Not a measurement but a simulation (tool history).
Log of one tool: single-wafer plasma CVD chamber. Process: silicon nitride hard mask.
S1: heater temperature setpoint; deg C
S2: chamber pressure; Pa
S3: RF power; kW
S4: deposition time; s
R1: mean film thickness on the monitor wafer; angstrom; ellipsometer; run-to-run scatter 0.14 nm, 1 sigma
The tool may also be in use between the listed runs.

run	hour	S1	S2	S3	S4	R1
1	0	385	223	0.24	71.5	729.78
2	8.2	385	223	0.24	71.5	727.25
3	11.9	390	223	0.24	71.5	727.55
4	18.4	390	189	0.24	71.5	705.11
5	21.2	390	184	0.24	71.5	702.75
6	24.3	390	184	0.24	71.5	701.97
# hour 30.2: capacitance manometer re-zeroed and calibrated
7	30.2	390	180	0.24	71.5	692.26

Run 8 is up next; what results do you expect?
8	34	390	175	0.24	71.5	?

{"run 8": {"R1": 688.8}}
